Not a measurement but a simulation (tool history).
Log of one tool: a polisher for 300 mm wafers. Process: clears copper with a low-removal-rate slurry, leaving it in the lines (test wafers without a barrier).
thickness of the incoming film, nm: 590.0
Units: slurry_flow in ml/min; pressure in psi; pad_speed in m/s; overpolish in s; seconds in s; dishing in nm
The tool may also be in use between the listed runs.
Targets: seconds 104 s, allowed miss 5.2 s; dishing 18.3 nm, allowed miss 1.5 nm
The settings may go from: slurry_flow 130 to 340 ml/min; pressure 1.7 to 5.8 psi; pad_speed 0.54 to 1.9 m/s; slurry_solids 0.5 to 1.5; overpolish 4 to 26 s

Run 1, hour 0: slurry_flow 220 ml/min, pressure 3.7 psi, pad_speed 1.22 m/s, slurry_solids 1, overpolish 13 s. Result: seconds 138.53 s, dishing 39.518 nm.
Run 2, hour 4.9: slurry_flow 220 ml/min, pressure 3.7 psi, pad_speed 1 m/s, slurry_solids 1, overpolish 13 s. Result: seconds 160.7 s, dishing 36.181 nm.
Run 3, hour 7.3: slurry_flow 210 ml/min, pressure 3.5 psi, pad_speed 1.18 m/s, slurry_solids 0.95, overpolish 11 s. Result: seconds 148.32 s, dishing 32.658 nm.
Run 4, hour 9.2: slurry_flow 210 ml/min, pressure 3.5 psi, pad_speed 1.18 m/s, slurry_solids 0.75, overpolish 11 s. Result: seconds 161.63 s, dishing 30.517 nm.
Run 5, hour 17.3: slurry_flow 210 ml/min, pressure 3.5 psi, pad_speed 0.88 m/s, slurry_solids 0.75, overpolish 11 s. Result: seconds 200.24 s, dishing 24.073 nm.
Run 6, hour 20.2: slurry_flow 210 ml/min, pressure 3.5 psi, pad_speed 0.88 m/s, slurry_solids 0.75, overpolish 14 s. Result: seconds 198.47 s, dishing 30.843 nm.
Run 7, hour 23.9: slurry_flow 195 ml/min, pressure 4 psi, pad_speed 0.9 m/s, slurry_solids 0.7, overpolish 12 s. Result: seconds 182.63 s, dishing 29.364 nm.
Run 8, hour 32: slurry_flow 225 ml/min, pressure 4 psi, pad_speed 1.02 m/s, slurry_solids 0.65, overpolish 10 s. Result: seconds 163.4 s, dishing 27.084 nm.
Run 9, hour 35.4: slurry_flow 250 ml/min, pressure 4.3 psi, pad_speed 1.02 m/s, slurry_solids 0.6, overpolish 9 s. Result: seconds 154.04 s, dishing 26.245 nm.
Run 10, hour 40.1: slurry_flow 270 ml/min, pressure 4.6 psi, pad_speed 1.02 m/s, slurry_solids 0.6, overpolish 8 s. Result: seconds 145.41 s, dishing 26.861 nm.
Run 11, hour 44.7: slurry_flow 240 ml/min, pressure 4.4 psi, pad_speed 1.14 m/s, slurry_solids 0.6, overpolish 7 s. Result: seconds 140.75 s, dishing 23.671 nm.
Run 12, hour 52.4: slurry_flow 215 ml/min, pressure 4.6 psi, pad_speed 1.2 m/s, slurry_solids 0.6, overpolish 6 s. Result: seconds 131.65 s, dishing 21.957 nm.
Run 13, hour 57.2: slurry_flow 195 ml/min, pressure 4.8 psi, pad_speed 1.22 m/s, slurry_solids 0.6, overpolish 6 s. Result: seconds 128.99 s, dishing 22.276 nm.
Run 14, hour 60.9: slurry_flow 180 ml/min, pressure 5 psi, pad_speed 1.26 m/s, slurry_solids 0.6, overpolish 6 s. Result: seconds 120.42 s, dishing 23.58 nm.
Run 15, hour 65.1: slurry_flow 170 ml/min, pressure 5 psi, pad_speed 1.3 m/s, slurry_solids 0.6, overpolish 6 s. Result: seconds 118.83 s, dishing 24.527 nm.
Run 16, hour 70.8: slurry_flow 160 ml/min, pressure 5.2 psi, pad_speed 1.3 m/s, slurry_solids 0.6, overpolish 6 s. Result: seconds 110.99 s, dishing 24.912 nm.
Run 17, hour 73.3: slurry_flow 160 ml/min, pressure 5.2 psi, pad_speed 1.3 m/s, slurry_solids 0.6, overpolish 6 s. Result: seconds 114.29 s, dishing 25.035 nm.
Run 18, hour 78.3: slurry_flow 155 ml/min, pressure 5.1 psi, pad_speed 1.36 m/s, slurry_solids 0.6, overpolish 6 s. Result: seconds 109.48 s, dishing 25.747 nm.
Run 19, hour 81.6: slurry_flow 150 ml/min, pressure 5.2 psi, pad_speed 1.34 m/s, slurry_solids 0.6, overpolish 6 s. Result: seconds 113.24 s, dishing 25.628 nm.
Run 20, hour 84.8: slurry_flow 190 ml/min, pressure 5.2 psi, pad_speed 1.3 m/s, slurry_solids 0.6, overpolish 6 s. Result: seconds 110.91 s, dishing 24.195 nm.
Run 21, hour 90.5: slurry_flow 220 ml/min, pressure 5.3 psi, pad_speed 1.26 m/s, slurry_solids 0.65, overpolish 6 s. Result: seconds 107.69 s, dishing 25.535 nm.
Run 22, hour 95.1: slurry_flow 200 ml/min, pressure 5.4 psi, pad_speed 1.22 m/s, slurry_solids 0.7, overpolish 6 s. Result: seconds 109.38 s, dishing 25.297 nm.

Which of these 4 next moves meets every target?
Run A, hour 99.7: slurry_flow 210 ml/min, pressure 5.5 psi, pad_speed 1.16 m/s, slurry_solids 0.7, overpolish 11 s. Result: seconds ?, dishing ?.
Run B, hour 99.7: slurry_flow 245 ml/min, pressure 5.7 psi, pad_speed 1.1 m/s, slurry_solids 0.5, overpolish 4 s. Result: seconds ?, dishing ?.
Run C, hour 99.7: slurry_flow 215 ml/min, pressure 5.1 psi, pad_speed 1.1 m/s, slurry_solids 0.75, overpolish 4 s. Result: seconds ?, dishing ?.
Run D, hour 99.7: slurry_flow 205 ml/min, pressure 5.4 psi, pad_speed 1.28 m/s, slurry_solids 0.75, overpolish 4 s. Result: seconds ?, dishing ?.

move  seconds  dishing
   A   112.95   42.818
   B    121.6   16.016
   C   123.85    15.72
   D   104.79   18.417
A: further off than the last run
B: takes the result that was furthest off past its target
C: takes the result that was furthest off past its target
D: meets every target
Answer: D
